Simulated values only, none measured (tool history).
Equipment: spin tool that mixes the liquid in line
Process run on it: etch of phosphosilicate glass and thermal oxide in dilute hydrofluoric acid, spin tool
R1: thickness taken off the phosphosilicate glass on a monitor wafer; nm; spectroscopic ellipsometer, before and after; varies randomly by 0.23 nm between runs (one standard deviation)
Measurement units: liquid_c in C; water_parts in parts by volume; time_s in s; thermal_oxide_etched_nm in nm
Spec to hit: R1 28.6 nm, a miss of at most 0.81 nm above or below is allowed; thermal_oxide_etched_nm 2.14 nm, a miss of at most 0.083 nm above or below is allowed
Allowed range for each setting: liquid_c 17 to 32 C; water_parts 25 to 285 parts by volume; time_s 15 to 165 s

Run 1, hour 0: liquid_c 24 C, water_parts 155 parts by volume, time_s 85 s. Result: R1 33.006 nm, thermal_oxide_etched_nm 2.4894 nm.
Run 2, hour 6.6: liquid_c 24 C, water_parts 155 parts by volume, time_s 55 s. Result: R1 21.348 nm, thermal_oxide_etched_nm 1.5491 nm.
Run 3, hour 14: liquid_c 24 C, water_parts 155 parts by volume, time_s 80 s. Result: R1 31.049 nm, thermal_oxide_etched_nm 2.3377 nm.
Run 4, hour 18.4: liquid_c 24 C, water_parts 155 parts by volume, time_s 55 s. Result: R1 21.415 nm, thermal_oxide_etched_nm 1.5901 nm.
Run 5, hour 23.9: liquid_c 25 C, water_parts 155 parts by volume, time_s 55 s. Result: R1 21.881 nm, thermal_oxide_etched_nm 1.6482 nm.
Run 6, hour 26.3: liquid_c 25 C, water_parts 200 parts by volume, time_s 55 s. Result: R1 16.398 nm, thermal_oxide_etched_nm 1.2138 nm.
Run 7, hour 33.6: liquid_c 26 C, water_parts 190 parts by volume, time_s 55 s. Result: R1 18.051 nm, thermal_oxide_etched_nm 1.3275 nm.
Run 8, hour 38.9: liquid_c 27 C, water_parts 185 parts by volume, time_s 55 s. Result: R1 19.096 nm, thermal_oxide_etched_nm 1.4251 nm.

Which single option among these 4 for the next run brings every result within its allowed miss of target? Just one does.
Run A, hour 44.2: liquid_c 25 C, water_parts 145 parts by volume, time_s 70 s. Result: R1 ?, thermal_oxide_etched_nm ?.
Run B, hour 44.2: liquid_c 22.5 C, water_parts 140 parts by volume, time_s 75 s. Result: R1 ?, thermal_oxide_etched_nm ?.
Run C, hour 44.2: liquid_c 25.5 C, water_parts 125 parts by volume, time_s 55 s. Result: R1 ?, thermal_oxide_etched_nm ?.
Run D, hour 44.2: liquid_c 32 C, water_parts 190 parts by volume, time_s 75 s. Result: R1 ?, thermal_oxide_etched_nm ?.

move      R1  thermal_oxide_etched_nm
   A  30.093                   2.3052
   B  30.502                   2.3365
   C  28.635                   2.1935
   D  29.947                    2.294
A: takes the result that was furthest off past its target
B: takes the result that was furthest off past its target
C: hits every target within its allowed miss
D: takes the result that was furthest off past its target
Answer: C

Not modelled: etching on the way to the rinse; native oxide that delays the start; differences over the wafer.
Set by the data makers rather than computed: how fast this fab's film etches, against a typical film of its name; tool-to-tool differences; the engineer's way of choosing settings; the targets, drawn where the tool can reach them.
